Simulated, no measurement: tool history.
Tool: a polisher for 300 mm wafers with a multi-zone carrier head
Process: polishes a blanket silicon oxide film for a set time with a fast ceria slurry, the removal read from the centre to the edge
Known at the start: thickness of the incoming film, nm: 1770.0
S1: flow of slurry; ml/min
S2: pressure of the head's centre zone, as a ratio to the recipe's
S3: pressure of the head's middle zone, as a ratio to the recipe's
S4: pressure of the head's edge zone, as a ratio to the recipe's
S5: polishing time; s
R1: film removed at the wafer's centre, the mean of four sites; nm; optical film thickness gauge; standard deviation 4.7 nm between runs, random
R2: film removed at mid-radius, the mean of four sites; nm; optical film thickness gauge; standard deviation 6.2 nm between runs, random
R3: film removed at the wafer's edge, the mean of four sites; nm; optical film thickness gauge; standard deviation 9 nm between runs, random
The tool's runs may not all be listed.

run    day   S1    S2    S3    S4  S5      R1      R2      R3
  1  0.000  185  1.00  1.00  1.00  38  430.10  436.66  431.71
  2  0.038  190  0.97  1.00  1.05  41  449.89  469.62  487.42
  3  0.321  200  0.96  1.02  1.09  42  452.72  489.54  509.59
  4  0.483  200  0.96  1.02  1.12  42  458.27  489.82  514.32
  5  0.767  205  0.95  1.02  1.14  43  474.50  506.88  531.42
  6  0.879  230  0.95  1.02  1.14  43  474.29  511.60  521.87
  7  1.171  230  0.95  1.02  1.14  43  472.32  510.52  529.62
  8  1.479  225  0.94  1.02  1.15  44  477.58  511.96  543.25
  9  1.792  220  0.93  1.03  1.16  45  489.69  517.57  558.44

Expected results for the next run?
 10  2.088  220  0.91  1.07  1.17  46   ?   ?   ?

R1: 485.57 nm
R2: 558.40 nm
R3: 558.76 nm

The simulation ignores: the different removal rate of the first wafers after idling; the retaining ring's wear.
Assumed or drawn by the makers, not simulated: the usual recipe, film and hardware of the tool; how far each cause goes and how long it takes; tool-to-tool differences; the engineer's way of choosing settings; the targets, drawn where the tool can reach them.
